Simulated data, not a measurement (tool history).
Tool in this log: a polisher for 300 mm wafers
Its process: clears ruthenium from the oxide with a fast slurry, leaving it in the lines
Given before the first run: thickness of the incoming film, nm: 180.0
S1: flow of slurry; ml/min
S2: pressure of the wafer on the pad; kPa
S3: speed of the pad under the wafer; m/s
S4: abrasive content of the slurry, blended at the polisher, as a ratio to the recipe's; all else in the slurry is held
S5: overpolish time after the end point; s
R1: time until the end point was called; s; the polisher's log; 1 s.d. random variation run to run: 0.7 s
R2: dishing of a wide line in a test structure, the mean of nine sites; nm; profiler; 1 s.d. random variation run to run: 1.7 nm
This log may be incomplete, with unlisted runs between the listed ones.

{"run": 1, "day": 0.0, "S1": 270, "S2": 13.1, "S3": 1.28, "S4": 1, "S5": 25, "R1": 41.684, "R2": 71.08}
{"run": 2, "day": 0.317, "S1": 270, "S2": 11.7, "S3": 1.28, "S4": 1, "S5": 27, "R1": 46.504, "R2": 73.393}
{"run": 3, "day": 0.462, "S1": 270, "S2": 11, "S3": 1.28, "S4": 1, "S5": 28, "R1": 49.821, "R2": 72.383}
{"run": 4, "day": 0.738, "S1": 270, "S2": 11, "S3": 1.28, "S4": 1, "S5": 22, "R1": 49.478, "R2": 56.717}
{"run": 5, "day": 1.096, "S1": 270, "S2": 11, "S3": 1.28, "S4": 0.9, "S5": 22, "R1": 52.614, "R2": 54.864}
{"run": 6, "day": 1.4, "S1": 270, "S2": 9.7, "S3": 1.28, "S4": 0.9, "S5": 22, "R1": 58.301, "R2": 49.97}

Run 7 comes next. What will it give?
{"run": 7, "day": 1.775, "S1": 270, "S2": 9.7, "S3": 1.28, "S4": 0.9, "S5": 25, "R1": "?", "R2": "?"}

R1: 59.631 s
R2: 54.752 nm
